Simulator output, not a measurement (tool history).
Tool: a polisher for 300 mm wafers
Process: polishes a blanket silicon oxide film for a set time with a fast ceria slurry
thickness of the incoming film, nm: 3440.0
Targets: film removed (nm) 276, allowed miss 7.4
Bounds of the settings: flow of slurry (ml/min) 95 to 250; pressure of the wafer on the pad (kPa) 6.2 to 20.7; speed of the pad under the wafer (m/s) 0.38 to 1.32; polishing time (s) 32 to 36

| run | hour | flow of slurry (ml/min) | pressure of the wafer on the pad (kPa) | speed of the pad under the wafer (m/s) | polishing time (s) | film removed (nm) |
|---|---|---|---|---|---|---|
| 1 | 0 | 160 | 13.1 | 0.84 | 36 | 284.95 |
| 2 | 2.9 | 155 | 13.1 | 0.84 | 36 | 289.06 |
| 3 | 11.4 | 155 | 13.1 | 0.76 | 36 | 262.26 |
| 4 | 16.1 | 155 | 15.9 | 0.76 | 36 | 308.41 |
| 5 | 18.9 | 155 | 15.9 | 0.96 | 36 | 391.67 |
|  | 27.7 | worn pad replaced by a new one |
| 6 | 27.7 | 155 | 15.2 | 0.96 | 36 | 411.17 |
| 7 | 29.4 | 155 | 14.5 | 0.96 | 36 | 392.65 |
| 8 | 37.8 | 155 | 13.8 | 0.96 | 36 | 381.33 |

4 next moves are on the table. One of them brings every result within its allowed miss. Which?
| A | 46.2 | 160 | 12.4 | 0.86 | 32 | ? |
| B | 46.2 | 95 | 13.1 | 0.84 | 36 | ? |
| C | 46.2 | 165 | 11.7 | 1.02 | 33 | ? |
| D | 46.2 | 120 | 11.7 | 0.8 | 32 | ? |

| move | film removed (nm) |
|---|---|
| A | 279.78 |
| B | 301.48 |
| C | 326.06 |
| D | 240.23 |
A: meets every target
B: nearer than the last run, and not there yet
C: nearer than the last run, and not there yet
D: takes the result that was furthest off past its target
The right move is A.

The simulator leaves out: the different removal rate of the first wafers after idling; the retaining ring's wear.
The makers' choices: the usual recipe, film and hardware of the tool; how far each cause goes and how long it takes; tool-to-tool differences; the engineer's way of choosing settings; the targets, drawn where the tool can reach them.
